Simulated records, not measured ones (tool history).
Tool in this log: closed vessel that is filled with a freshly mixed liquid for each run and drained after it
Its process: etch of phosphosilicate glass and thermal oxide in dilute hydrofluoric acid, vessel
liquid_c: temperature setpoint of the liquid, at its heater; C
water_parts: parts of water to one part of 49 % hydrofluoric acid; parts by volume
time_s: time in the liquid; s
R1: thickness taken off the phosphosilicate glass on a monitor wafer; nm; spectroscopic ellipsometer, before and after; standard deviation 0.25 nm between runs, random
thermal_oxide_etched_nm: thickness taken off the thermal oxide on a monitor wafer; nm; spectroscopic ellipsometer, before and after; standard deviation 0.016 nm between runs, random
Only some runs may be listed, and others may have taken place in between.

Run 1, hour 0: liquid_c 24 C, water_parts 175 parts by volume, time_s 60 s. Result: R1 64.079 nm, thermal_oxide_etched_nm 1.4273 nm.
Run 2, hour 5.4: liquid_c 23 C, water_parts 180 parts by volume, time_s 60 s. Result: R1 60.318 nm, thermal_oxide_etched_nm 1.3399 nm.
Run 3, hour 10.9: liquid_c 23 C, water_parts 180 parts by volume, time_s 70 s. Result: R1 69.157 nm, thermal_oxide_etched_nm 1.5891 nm.
Run 4, hour 14.9: liquid_c 23 C, water_parts 180 parts by volume, time_s 45 s. Result: R1 44.55 nm, thermal_oxide_etched_nm 1.01 nm.
Run 5, hour 21.9: liquid_c 23 C, water_parts 180 parts by volume, time_s 55 s. Result: R1 54.665 nm, thermal_oxide_etched_nm 1.2646 nm.
Run 6, hour 26.8: liquid_c 23 C, water_parts 120 parts by volume, time_s 55 s. Result: R1 87.969 nm, thermal_oxide_etched_nm 2.0615 nm.
Run 7, hour 31.7: liquid_c 22.5 C, water_parts 130 parts by volume, time_s 55 s. Result: R1 78.342 nm, thermal_oxide_etched_nm 1.7206 nm.
Run 8, hour 34.5: liquid_c 22 C, water_parts 140 parts by volume, time_s 55 s. Result: R1 70.833 nm, thermal_oxide_etched_nm 1.6334 nm.
Run 9, hour 43: liquid_c 22 C, water_parts 140 parts by volume, time_s 55 s. Result: R1 69.563 nm, thermal_oxide_etched_nm 1.6208 nm.
Run 10, hour 48.3: liquid_c 21.5 C, water_parts 145 parts by volume, time_s 55 s. Result: R1 67.321 nm, thermal_oxide_etched_nm 1.4808 nm.

What does the tool deliver on the next run?
Run 11, hour 50.9: liquid_c 23.5 C, water_parts 215 parts by volume, time_s 55 s. Result: R1 ?, thermal_oxide_etched_nm ?.

Run 11 yielded R1 44.715 nm, thermal_oxide_etched_nm 1.0533 nm.
